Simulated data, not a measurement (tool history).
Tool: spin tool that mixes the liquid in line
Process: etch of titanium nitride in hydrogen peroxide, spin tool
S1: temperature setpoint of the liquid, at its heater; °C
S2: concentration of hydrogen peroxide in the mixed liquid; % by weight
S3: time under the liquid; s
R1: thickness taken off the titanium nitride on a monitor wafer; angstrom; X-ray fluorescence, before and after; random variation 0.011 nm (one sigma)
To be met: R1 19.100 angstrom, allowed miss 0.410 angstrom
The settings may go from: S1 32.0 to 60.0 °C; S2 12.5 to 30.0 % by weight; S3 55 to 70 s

run 1 hour=0.0 | S1=44.0 S2=24.5 S3=70 | R1=41.865
run 2 hour=3.8 | S1=44.0 S2=21.5 S3=70 | R1=40.746
run 3 hour=11.6 | S1=39.5 S2=21.5 S3=70 | R1=28.811
run 4 hour=14.5 | S1=39.0 S2=21.5 S3=70 | R1=27.829
run 5 hour=22.1 | S1=38.5 S2=21.5 S3=70 | R1=26.778
run 6 hour=23.4 | S1=38.5 S2=19.0 S3=70 | R1=26.043
run 7 hour=30.0 | S1=38.0 S2=19.0 S3=70 | R1=25.093
run 8 hour=36.8 | S1=33.5 S2=19.0 S3=70 | R1=17.679
run 9 hour=40.6 | S1=34.0 S2=19.0 S3=70 | R1=18.354

Which of these 5 next moves meets every target?
run A hour=44.4 | S1=35.5 S2=19.0 S3=65 | R1=?
run B hour=44.4 | S1=35.5 S2=26.0 S3=55 | R1=?
run C hour=44.4 | S1=35.0 S2=21.5 S3=70 | R1=?
run D hour=44.4 | S1=34.5 S2=23.5 S3=70 | R1=?
run E hour=44.4 | S1=37.5 S2=17.5 S3=60 | R1=?

move=A R1=19.259
move=B R1=17.439
move=C R1=20.470
move=D R1=20.053
move=E R1=20.445
A: meets every target
B: further off than the last run
C: takes the result that was furthest off past its target
D: takes the result that was furthest off past its target
E: takes the result that was furthest off past its target
The right move is A.
